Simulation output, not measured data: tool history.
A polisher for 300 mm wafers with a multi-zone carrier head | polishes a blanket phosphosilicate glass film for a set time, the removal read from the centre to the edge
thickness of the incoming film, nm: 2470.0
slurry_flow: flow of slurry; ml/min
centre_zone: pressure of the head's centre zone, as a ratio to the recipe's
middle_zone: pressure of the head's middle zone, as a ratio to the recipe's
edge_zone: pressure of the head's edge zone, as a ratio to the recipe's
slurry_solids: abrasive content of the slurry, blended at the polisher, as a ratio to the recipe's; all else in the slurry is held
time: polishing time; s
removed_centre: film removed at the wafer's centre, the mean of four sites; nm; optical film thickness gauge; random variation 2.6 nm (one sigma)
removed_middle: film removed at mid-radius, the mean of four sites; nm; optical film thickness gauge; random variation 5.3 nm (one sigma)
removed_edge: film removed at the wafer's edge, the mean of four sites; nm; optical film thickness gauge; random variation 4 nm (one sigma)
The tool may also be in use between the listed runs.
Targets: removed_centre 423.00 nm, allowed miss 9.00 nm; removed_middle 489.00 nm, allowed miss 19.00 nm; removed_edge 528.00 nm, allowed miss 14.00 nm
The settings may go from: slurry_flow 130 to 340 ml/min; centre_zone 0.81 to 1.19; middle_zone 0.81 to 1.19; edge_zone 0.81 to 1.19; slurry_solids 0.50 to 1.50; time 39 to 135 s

{"run": 1, "hour": 0.0, "slurry_flow": 220, "centre_zone": 1.0, "middle_zone": 1.0, "edge_zone": 1.0, "slurry_solids": 1.0, "time": 87, "removed_centre": 653.04, "removed_middle": 658.68, "removed_edge": 689.68}
{"run": 2, "hour": 6.0, "slurry_flow": 205, "centre_zone": 0.95, "middle_zone": 0.98, "edge_zone": 0.97, "slurry_solids": 0.9, "time": 87, "removed_centre": 583.66, "removed_middle": 602.93, "removed_edge": 641.27}
{"run": 3, "hour": 14.3, "slurry_flow": 190, "centre_zone": 0.91, "middle_zone": 0.98, "edge_zone": 0.95, "slurry_solids": 0.8, "time": 87, "removed_centre": 522.82, "removed_middle": 576.4, "removed_edge": 594.68}
{"run": 4, "hour": 19.4, "slurry_flow": 190, "centre_zone": 0.91, "middle_zone": 0.98, "edge_zone": 0.95, "slurry_solids": 0.8, "time": 94, "removed_centre": 569.48, "removed_middle": 606.87, "removed_edge": 639.03}
{"run": 5, "hour": 26.1, "slurry_flow": 190, "centre_zone": 0.91, "middle_zone": 0.98, "edge_zone": 0.89, "slurry_solids": 0.8, "time": 94, "removed_centre": 572.28, "removed_middle": 614.81, "removed_edge": 618.29}
{"run": 6, "hour": 29.7, "slurry_flow": 190, "centre_zone": 0.91, "middle_zone": 0.98, "edge_zone": 0.89, "slurry_solids": 0.8, "time": 80, "removed_centre": 481.79, "removed_middle": 524.4, "removed_edge": 519.65}
{"run": 7, "hour": 31.8, "slurry_flow": 180, "centre_zone": 0.89, "middle_zone": 0.97, "edge_zone": 0.91, "slurry_solids": 0.8, "time": 80, "removed_centre": 471.87, "removed_middle": 515.53, "removed_edge": 529.28}
{"run": 8, "hour": 35.7, "slurry_flow": 145, "centre_zone": 0.81, "middle_zone": 0.94, "edge_zone": 0.92, "slurry_solids": 0.75, "time": 80, "removed_centre": 400.58, "removed_middle": 472.78, "removed_edge": 503.08}
{"run": 9, "hour": 36.4, "slurry_flow": 160, "centre_zone": 0.81, "middle_zone": 0.94, "edge_zone": 0.93, "slurry_solids": 0.75, "time": 80, "removed_centre": 411.26, "removed_middle": 475.55, "removed_edge": 503.85}
{"run": 10, "hour": 44.2, "slurry_flow": 165, "centre_zone": 0.81, "middle_zone": 0.94, "edge_zone": 0.95, "slurry_solids": 0.75, "time": 80, "removed_centre": 414.06, "removed_middle": 478.73, "removed_edge": 515.93}

Which of these 5 next moves meets every target?
{"run": "A", "hour": 52.0, "slurry_flow": 160, "centre_zone": 0.81, "middle_zone": 0.87, "edge_zone": 1.07, "slurry_solids": 0.7, "time": 80, "removed_centre": "?", "removed_middle": "?", "removed_edge": "?"}
{"run": "B", "hour": 52.0, "slurry_flow": 175, "centre_zone": 0.88, "middle_zone": 0.96, "edge_zone": 0.9, "slurry_solids": 0.8, "time": 74, "removed_centre": "?", "removed_middle": "?", "removed_edge": "?"}
{"run": "C", "hour": 52.0, "slurry_flow": 150, "centre_zone": 0.81, "middle_zone": 0.96, "edge_zone": 0.9, "slurry_solids": 0.75, "time": 79, "removed_centre": "?", "removed_middle": "?", "removed_edge": "?"}
{"run": "D", "hour": 52.0, "slurry_flow": 180, "centre_zone": 0.82, "middle_zone": 0.96, "edge_zone": 0.98, "slurry_solids": 0.75, "time": 79, "removed_centre": "?", "removed_middle": "?", "removed_edge": "?"}
{"run": "E", "hour": 52.0, "slurry_flow": 155, "centre_zone": 0.86, "middle_zone": 0.96, "edge_zone": 0.91, "slurry_solids": 0.85, "time": 73, "removed_centre": "?", "removed_middle": "?", "removed_edge": "?"}

move=A removed_centre=395.82 removed_middle=423.44 removed_edge=526.85
move=B removed_centre=427.84 removed_middle=462.14 removed_edge=485.48
move=C removed_centre=399.56 removed_middle=464.47 removed_edge=491.64
move=D removed_centre=419.03 removed_middle=480.08 removed_edge=523.83
move=E removed_centre=415.89 removed_middle=459.31 removed_edge=487.85
A: further off than the last run
B: brings the result that was furthest off to its target, and leaves another outside
C: further off than the last run
D: meets every target
E: brings the result that was furthest off to its target, and leaves another outside
Move D is the one to make.

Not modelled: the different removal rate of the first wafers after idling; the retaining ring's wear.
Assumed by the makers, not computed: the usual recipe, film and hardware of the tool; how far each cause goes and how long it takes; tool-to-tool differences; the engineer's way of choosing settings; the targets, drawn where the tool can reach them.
